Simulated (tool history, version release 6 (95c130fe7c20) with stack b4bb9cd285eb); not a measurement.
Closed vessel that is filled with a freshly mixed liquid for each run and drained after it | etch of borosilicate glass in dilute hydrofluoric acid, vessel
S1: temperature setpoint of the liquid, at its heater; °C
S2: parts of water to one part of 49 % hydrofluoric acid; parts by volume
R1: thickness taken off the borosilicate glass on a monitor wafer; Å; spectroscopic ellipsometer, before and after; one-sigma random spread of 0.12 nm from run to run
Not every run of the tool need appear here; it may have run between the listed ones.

Run 1, day 0: S1 24 °C, S2 95 parts by volume, time in the liquid (s) 95. Result: R1 247.37 Å.
Run 2, day 0.133: S1 24 °C, S2 95 parts by volume, time in the liquid (s) 95. Result: R1 247.7 Å.
Run 3, day 0.454: S1 23 °C, S2 100 parts by volume, time in the liquid (s) 95. Result: R1 221.73 Å.
Run 4, day 0.625: S1 23 °C, S2 100 parts by volume, time in the liquid (s) 100. Result: R1 234.38 Å.
Run 5, day 0.762: S1 20.5 °C, S2 100 parts by volume, time in the liquid (s) 100. Result: R1 214.42 Å.
Run 6, day 1.117: S1 18 °C, S2 100 parts by volume, time in the liquid (s) 100. Result: R1 188.67 Å.
Run 7, day 1.383: S1 18 °C, S2 105 parts by volume, time in the liquid (s) 100. Result: R1 183.09 Å.
Run 8, day 1.742: S1 18 °C, S2 110 parts by volume, time in the liquid (s) 100. Result: R1 172.64 Å.

Run 9 is up next; what results do you expect?
Run 9, day 2.125: S1 18 °C, S2 115 parts by volume, time in the liquid (s) 100. Result: R1 ?.

R1: 163.12 Å
